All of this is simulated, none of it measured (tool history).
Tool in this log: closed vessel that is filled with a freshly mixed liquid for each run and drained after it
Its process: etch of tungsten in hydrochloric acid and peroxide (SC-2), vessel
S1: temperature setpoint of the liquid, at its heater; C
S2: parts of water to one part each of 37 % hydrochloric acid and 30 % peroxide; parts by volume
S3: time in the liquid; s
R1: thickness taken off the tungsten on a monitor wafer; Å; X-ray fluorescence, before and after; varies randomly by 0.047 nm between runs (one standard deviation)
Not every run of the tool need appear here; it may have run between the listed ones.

run  hour    S1   S2   S3      R1
  1   0.0  48.0  7.0  105  248.28
  2   2.2  46.0  7.0  105  216.31
  3  10.9  44.5  7.0  105  195.68
  4  19.9  50.5  7.0  105  293.38
  5  27.3  50.5  8.0  105  265.24
  6  35.7  48.5  8.0  105  230.47

Run 7, settings as shown, results not yet in. Your forecast:
  7  42.7  46.5  8.0  105   ?

R1: 203.40 Å

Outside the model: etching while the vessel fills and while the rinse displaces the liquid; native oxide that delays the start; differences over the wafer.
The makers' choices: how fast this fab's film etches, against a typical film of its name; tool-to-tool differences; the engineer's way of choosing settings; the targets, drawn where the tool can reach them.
